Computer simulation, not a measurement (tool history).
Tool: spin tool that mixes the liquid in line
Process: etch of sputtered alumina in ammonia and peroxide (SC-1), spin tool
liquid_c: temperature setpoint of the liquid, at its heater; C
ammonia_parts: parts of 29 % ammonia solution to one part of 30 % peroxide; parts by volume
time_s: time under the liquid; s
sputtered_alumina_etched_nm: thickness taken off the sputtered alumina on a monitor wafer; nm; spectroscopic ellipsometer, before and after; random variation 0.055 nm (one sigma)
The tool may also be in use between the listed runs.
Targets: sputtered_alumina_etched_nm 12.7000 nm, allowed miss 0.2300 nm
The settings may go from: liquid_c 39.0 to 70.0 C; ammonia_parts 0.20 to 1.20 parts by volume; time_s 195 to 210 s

{"run": 1, "hour": 0.0, "liquid_c": 55.0, "ammonia_parts": 0.7, "time_s": 195, "sputtered_alumina_etched_nm": 14.789}
{"run": 2, "hour": 7.3, "liquid_c": 50.0, "ammonia_parts": 0.7, "time_s": 195, "sputtered_alumina_etched_nm": 11.378}
{"run": 3, "hour": 10.9, "liquid_c": 50.0, "ammonia_parts": 0.85, "time_s": 195, "sputtered_alumina_etched_nm": 11.582}
{"run": 4, "hour": 11.6, "liquid_c": 46.5, "ammonia_parts": 0.85, "time_s": 195, "sputtered_alumina_etched_nm": 9.5057}
{"run": 5, "hour": 17.2, "liquid_c": 47.0, "ammonia_parts": 0.85, "time_s": 195, "sputtered_alumina_etched_nm": 9.8}
{"run": 6, "hour": 20.4, "liquid_c": 47.0, "ammonia_parts": 1.1, "time_s": 195, "sputtered_alumina_etched_nm": 9.9871}
{"run": 7, "hour": 21.8, "liquid_c": 47.5, "ammonia_parts": 1.1, "time_s": 195, "sputtered_alumina_etched_nm": 10.354}
{"run": 8, "hour": 22.4, "liquid_c": 48.0, "ammonia_parts": 1.1, "time_s": 195, "sputtered_alumina_etched_nm": 10.63}
{"run": 9, "hour": 26.6, "liquid_c": 48.5, "ammonia_parts": 1.1, "time_s": 195, "sputtered_alumina_etched_nm": 10.811}
{"run": 10, "hour": 31.9, "liquid_c": 49.0, "ammonia_parts": 1.1, "time_s": 195, "sputtered_alumina_etched_nm": 11.175}
{"run": 11, "hour": 32.7, "liquid_c": 52.0, "ammonia_parts": 1.1, "time_s": 195, "sputtered_alumina_etched_nm": 13.177}

Which of these 5 next moves meets every target?
{"run": "A", "hour": 33.5, "liquid_c": 50.0, "ammonia_parts": 1.2, "time_s": 195, "sputtered_alumina_etched_nm": "?"}
{"run": "B", "hour": 33.5, "liquid_c": 51.0, "ammonia_parts": 1.2, "time_s": 195, "sputtered_alumina_etched_nm": "?"}
{"run": "C", "hour": 33.5, "liquid_c": 51.5, "ammonia_parts": 1.2, "time_s": 200, "sputtered_alumina_etched_nm": "?"}
{"run": "D", "hour": 33.5, "liquid_c": 52.5, "ammonia_parts": 1.05, "time_s": 195, "sputtered_alumina_etched_nm": "?"}
{"run": "E", "hour": 33.5, "liquid_c": 49.0, "ammonia_parts": 1.2, "time_s": 210, "sputtered_alumina_etched_nm": "?"}

move=A sputtered_alumina_etched_nm=11.9320
move=B sputtered_alumina_etched_nm=12.6040
move=C sputtered_alumina_etched_nm=13.2840
move=D sputtered_alumina_etched_nm=13.5010
move=E sputtered_alumina_etched_nm=12.1610
A: takes the result that was furthest off past its target
B: meets every target
C: further off than the last run
D: further off than the last run
E: takes the result that was furthest off past its target
The right move is B.
